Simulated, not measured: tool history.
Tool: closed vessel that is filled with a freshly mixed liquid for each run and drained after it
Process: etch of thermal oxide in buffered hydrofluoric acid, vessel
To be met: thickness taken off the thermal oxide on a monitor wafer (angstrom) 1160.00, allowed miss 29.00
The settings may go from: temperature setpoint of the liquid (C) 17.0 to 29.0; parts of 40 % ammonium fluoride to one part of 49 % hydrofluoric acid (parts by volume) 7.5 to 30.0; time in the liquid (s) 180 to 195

| run | hour | temperature setpoint of the liquid (C) | parts of 40 % ammonium fluoride to one part of 49 % hydrofluoric acid (parts by volume) | time in the liquid (s) | thickness taken off the thermal oxide on a monitor wafer (angstrom) |
|---|---|---|---|---|---|
| 1 | 0.0 | 21.0 | 21.0 | 180 | 958.79 |
| 2 | 4.9 | 21.0 | 24.5 | 180 | 847.26 |
| 3 | 13.1 | 22.0 | 24.5 | 180 | 888.89 |
| 4 | 15.5 | 22.0 | 21.5 | 180 | 981.63 |
| 5 | 18.2 | 22.5 | 21.5 | 180 | 1008.40 |
| 6 | 21.5 | 23.0 | 21.5 | 180 | 1036.50 |
| 7 | 22.1 | 23.5 | 21.5 | 180 | 1049.80 |
| 8 | 30.3 | 24.0 | 21.5 | 180 | 1089.70 |
| 9 | 32.9 | 24.5 | 21.5 | 180 | 1113.70 |

4 next moves are on the table. One of them brings every result within its allowed miss. Which?
| A | 35.5 | 24.0 | 21.5 | 180 | ? |
| B | 35.5 | 24.0 | 20.0 | 180 | ? |
| C | 35.5 | 23.0 | 20.5 | 180 | ? |
| D | 35.5 | 23.0 | 22.5 | 195 | ? |

| move | thickness taken off the thermal oxide on a monitor wafer (angstrom) |
|---|---|
| A | 1083.20 |
| B | 1138.40 |
| C | 1059.40 |
| D | 1076.40 |
A: further off than the last run
B: meets every target
C: further off than the last run
D: further off than the last run
Move B is the one to make.

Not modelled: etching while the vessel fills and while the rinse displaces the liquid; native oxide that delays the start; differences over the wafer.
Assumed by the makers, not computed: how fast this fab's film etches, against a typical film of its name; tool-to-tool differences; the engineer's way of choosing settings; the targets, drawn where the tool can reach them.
